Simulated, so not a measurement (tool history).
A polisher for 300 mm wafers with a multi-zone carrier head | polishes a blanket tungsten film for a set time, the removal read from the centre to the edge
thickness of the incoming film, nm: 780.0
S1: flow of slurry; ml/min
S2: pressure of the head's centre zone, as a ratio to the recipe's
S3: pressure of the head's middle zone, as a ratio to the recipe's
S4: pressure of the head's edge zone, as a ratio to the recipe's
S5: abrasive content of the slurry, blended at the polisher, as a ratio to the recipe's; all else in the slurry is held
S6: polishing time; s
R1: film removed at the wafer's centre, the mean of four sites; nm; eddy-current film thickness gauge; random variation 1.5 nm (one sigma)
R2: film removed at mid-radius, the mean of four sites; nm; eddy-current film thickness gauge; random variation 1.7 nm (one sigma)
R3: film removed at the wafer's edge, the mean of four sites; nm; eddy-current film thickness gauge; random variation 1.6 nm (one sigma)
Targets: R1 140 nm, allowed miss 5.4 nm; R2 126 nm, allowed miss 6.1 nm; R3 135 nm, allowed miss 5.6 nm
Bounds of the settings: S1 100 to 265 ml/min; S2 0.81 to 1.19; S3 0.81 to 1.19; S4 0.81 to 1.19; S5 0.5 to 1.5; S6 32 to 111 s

run    day   S1    S2    S3    S4    S5  S6      R1      R2      R3
  1      0  170     1     1     1     1  71  228.71  227.32  229.93
  2  0.221  170  0.97     1     1     1  71   227.6  229.13  223.33
  3  0.312  170  0.93     1     1     1  71  220.38  228.43  232.25
  4  0.508  170  0.93     1  1.04     1  71  222.84  229.15  239.48
  5  0.658  165  0.94  0.96  1.01   0.9  66  200.15  205.09  208.87
  6  0.679  165  0.94  0.96  1.01  0.75  66  199.27  196.45   201.9
  7    0.8  160  0.95  0.93     1   0.7  61  180.01  174.16  183.81
  8  1.012  155  0.96  0.91  0.98  0.65  58  173.43  160.02  172.37
  9  1.075  140  0.92  0.88  0.88   0.5  45  123.92  116.27  120.47
 10  1.129  150  0.93  0.88   0.9   0.5  45  125.63  114.64  123.09
 11  1.417  150  0.94  0.89  0.92   0.5  45   125.3  113.72  123.76
 12  1.642  150  0.95   0.9  0.93  0.55  45  127.57  119.96  127.83
 13  1.942  155  0.97   0.9  0.93  0.55  45  132.65  118.69  126.34
 14   2.05  155  0.97  0.91  0.94  0.55  45  129.81  121.26  127.36
 15  2.196  160  0.98  0.91  0.95  0.55  45  132.02  121.38  130.26
 16  2.217  160  0.98  0.91  0.95  0.55  45   130.9  120.67  130.28

Which of these 5 next moves meets every target?
  A  2.238  175  1.01  0.99  0.83   0.5  51   ?   ?   ?
  B  2.238  240  0.94  1.01  0.89  0.65  46   ?   ?   ?
  C  2.238  150     1   0.9  0.96   0.9  44   ?   ?   ?
  D  2.238  145  1.04  0.87   0.9  0.55  49   ?   ?   ?
  E  2.238  120     1  1.05  0.81   0.5  49   ?   ?   ?

move      R1      R2      R3
   A  155.45  146.21  136.24
   B   142.4  143.62  134.59
   C  142.34  124.91  135.52
   D  151.17   125.1  135.66
   E  141.46  141.63  125.56
A: takes the result that was furthest off past its target
B: brings the result that was furthest off to its target, and leaves another outside
C: meets every target
D: takes the result that was furthest off past its target
E: brings the result that was furthest off to its target, and leaves another outside
The right move is C.
